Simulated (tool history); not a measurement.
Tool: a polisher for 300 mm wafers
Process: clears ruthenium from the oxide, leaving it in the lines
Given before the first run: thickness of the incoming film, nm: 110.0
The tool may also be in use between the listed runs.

| run | hour | flow of slurry (ml/min) | pressure of the wafer on the pad (psi) | speed of the pad under the wafer (cm/s) | overpolish time after the end point (s) | time until the end point was called (s) |
|---|---|---|---|---|---|---|
| 1 | 0 | 175 | 2.1 | 82 | 4 | 114.08 |
| 2 | 7.1 | 175 | 2.3 | 82 | 4 | 104.69 |
| 3 | 15.7 | 175 | 2.5 | 82 | 4 | 95.238 |
| 4 | 20 | 200 | 2.5 | 82 | 4 | 94.045 |
|  | 22.8 | slurry nozzle cleaned |
| 5 | 22.8 | 175 | 2.5 | 82 | 4 | 89.111 |
| 6 | 28.7 | 175 | 2.3 | 82 | 4 | 96.972 |
| 7 | 36.2 | 170 | 2.4 | 82 | 4 | 92.735 |

Run 8 comes next. What will it give?
| 8 | 37.3 | 160 | 2.4 | 82 | 4 | ? |

{"run 8": {"time until the end point was called (s)": 95.21}}

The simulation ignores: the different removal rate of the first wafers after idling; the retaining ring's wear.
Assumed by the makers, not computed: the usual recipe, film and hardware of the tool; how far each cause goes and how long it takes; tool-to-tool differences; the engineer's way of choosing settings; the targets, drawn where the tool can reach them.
